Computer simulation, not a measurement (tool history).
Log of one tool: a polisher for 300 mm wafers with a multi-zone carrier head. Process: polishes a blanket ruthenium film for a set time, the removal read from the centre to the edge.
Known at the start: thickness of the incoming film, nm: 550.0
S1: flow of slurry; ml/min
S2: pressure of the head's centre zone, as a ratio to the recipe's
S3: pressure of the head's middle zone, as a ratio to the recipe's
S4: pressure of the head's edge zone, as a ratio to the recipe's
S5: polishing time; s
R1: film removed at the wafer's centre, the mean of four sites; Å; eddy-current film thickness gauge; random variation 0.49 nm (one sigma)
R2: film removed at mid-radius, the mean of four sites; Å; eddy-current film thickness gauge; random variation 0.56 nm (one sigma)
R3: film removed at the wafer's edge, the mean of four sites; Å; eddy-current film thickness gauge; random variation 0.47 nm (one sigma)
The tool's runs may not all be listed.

Run 1, hour 0.0: S1 170 ml/min, S2 1.00, S3 1.00, S4 1.00, S5 69 s. Result: R1 545.95 Å, R2 556.83 Å, R3 560.34 Å.
Run 2, hour 3.4: S1 170 ml/min, S2 1.00, S3 1.00, S4 1.00, S5 82 s. Result: R1 643.76 Å, R2 649.89 Å, R3 669.88 Å.
Run 3, hour 4.5: S1 170 ml/min, S2 1.00, S3 1.00, S4 1.08, S5 82 s. Result: R1 652.72 Å, R2 654.42 Å, R3 692.32 Å.
Run 4, hour 6.2: S1 170 ml/min, S2 1.00, S3 1.00, S4 1.13, S5 82 s. Result: R1 657.08 Å, R2 663.37 Å, R3 699.66 Å.
Run 5, hour 12.4: S1 170 ml/min, S2 1.00, S3 1.00, S4 1.19, S5 82 s. Result: R1 636.02 Å, R2 660.82 Å, R3 721.21 Å.
Run 6, hour 14.4: S1 170 ml/min, S2 1.00, S3 1.06, S4 1.19, S5 82 s. Result: R1 650.50 Å, R2 690.15 Å, R3 711.06 Å.
Run 7, hour 18.9: S1 155 ml/min, S2 1.01, S3 1.05, S4 1.17, S5 82 s. Result: R1 642.67 Å, R2 673.82 Å, R3 708.13 Å.
Run 8, hour 23.2: S1 155 ml/min, S2 1.01, S3 1.05, S4 1.17, S5 82 s. Result: R1 639.57 Å, R2 676.61 Å, R3 706.77 Å.
Run 9, hour 31.0: S1 150 ml/min, S2 1.02, S3 1.04, S4 1.14, S5 81 s. Result: R1 635.74 Å, R2 665.56 Å, R3 687.15 Å.

Forecast run 10:
Run 10, hour 36.9: S1 145 ml/min, S2 1.02, S3 1.02, S4 1.12, S5 81 s. Result: R1 ?, R2 ?, R3 ?.

Run 10 gave R1 643.77 Å, R2 634.00 Å, R3 683.41 Å.
